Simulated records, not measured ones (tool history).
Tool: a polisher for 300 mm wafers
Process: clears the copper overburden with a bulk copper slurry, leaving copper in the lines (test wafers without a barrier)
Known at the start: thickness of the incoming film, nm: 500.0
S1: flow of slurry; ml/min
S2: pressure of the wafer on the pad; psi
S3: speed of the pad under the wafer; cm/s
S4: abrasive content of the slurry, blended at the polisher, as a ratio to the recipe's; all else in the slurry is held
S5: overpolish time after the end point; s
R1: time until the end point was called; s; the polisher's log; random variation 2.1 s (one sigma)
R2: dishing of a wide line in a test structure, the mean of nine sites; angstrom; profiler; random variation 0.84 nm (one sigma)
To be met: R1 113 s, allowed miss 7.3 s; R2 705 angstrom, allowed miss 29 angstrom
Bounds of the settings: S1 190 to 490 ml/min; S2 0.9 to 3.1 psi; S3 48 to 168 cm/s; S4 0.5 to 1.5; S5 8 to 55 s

run	hour	S1	S2	S3	S4	S5	R1	R2
1	0	315	2	108	1	28	68.917	841.39
2	1.3	315	1.7	108	1	28	77.93	747.76
3	5.1	315	1.7	124	1	28	69.924	816.83
4	10.6	315	1.6	122	1	30	77.668	775.79
5	17.3	315	1.6	136	1	30	71.194	813.84
6	20.5	315	1.5	134	1	32	76.934	792.66
7	26.4	315	1.4	132	1	34	79.938	783.06
8	35.4	315	1.3	130	1	36	89.018	744.82
9	43.4	315	1.3	130	1	37	89.42	751.28
10	45	315	1.3	130	1	38	88.559	785.72
11	51.6	315	1.2	130	1	39	96.321	731.97
12	58.8	315	1.2	130	1	40	98.319	728.65
13	64.3	315	1.2	130	1	41	94.943	746.02
14	66.1	315	1.2	130	1	42	98.418	768.91

Which of these 5 next moves meets every target?
A	67.9	320	1.3	114	1.25	50	?	?
B	67.9	275	1.1	166	1	33	?	?
C	67.9	270	1.3	114	1.1	27	?	?
D	67.9	330	0.9	130	1	45	?	?
E	67.9	295	1.1	122	0.9	46	?	?

move	R1	R2
A	93.512	814.83
B	86.33	686.41
C	98.252	613.62
D	125.59	628.54
E	113.64	701.62
A: further off than the last run
B: brings the result that was furthest off to its target, and leaves another outside
C: takes the result that was furthest off past its target
D: takes the result that was furthest off past its target
E: meets every target
Answer: E
